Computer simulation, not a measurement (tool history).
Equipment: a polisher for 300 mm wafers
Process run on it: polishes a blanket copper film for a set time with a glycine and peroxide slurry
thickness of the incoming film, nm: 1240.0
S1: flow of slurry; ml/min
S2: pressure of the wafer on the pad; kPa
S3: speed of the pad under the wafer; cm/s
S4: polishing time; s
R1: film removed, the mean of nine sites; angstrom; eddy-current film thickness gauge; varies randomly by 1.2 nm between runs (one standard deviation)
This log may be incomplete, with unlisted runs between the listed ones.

Run 1, day 0: S1 205 ml/min, S2 13.1 kPa, S3 86 cm/s, S4 51 s. Result: R1 1941.1 angstrom.
Run 2, day 0.071: S1 205 ml/min, S2 13.1 kPa, S3 66 cm/s, S4 51 s. Result: R1 1620.9 angstrom.
Run 3, day 0.404: S1 240 ml/min, S2 13.1 kPa, S3 66 cm/s, S4 51 s. Result: R1 1679.9 angstrom.
Run 4, day 0.712: S1 225 ml/min, S2 12.4 kPa, S3 66 cm/s, S4 51 s. Result: R1 1617.4 angstrom.
Run 5, day 1.071: S1 225 ml/min, S2 12.4 kPa, S3 66 cm/s, S4 54 s. Result: R1 1683.8 angstrom.
Run 6, day 1.117: S1 215 ml/min, S2 11.7 kPa, S3 66 cm/s, S4 54 s. Result: R1 1633.4 angstrom.

Run 7 comes next. What will it give?
Run 7, day 1.488: S1 205 ml/min, S2 11 kPa, S3 66 cm/s, S4 54 s. Result: R1 ?.

R1: 1581.4 angstrom
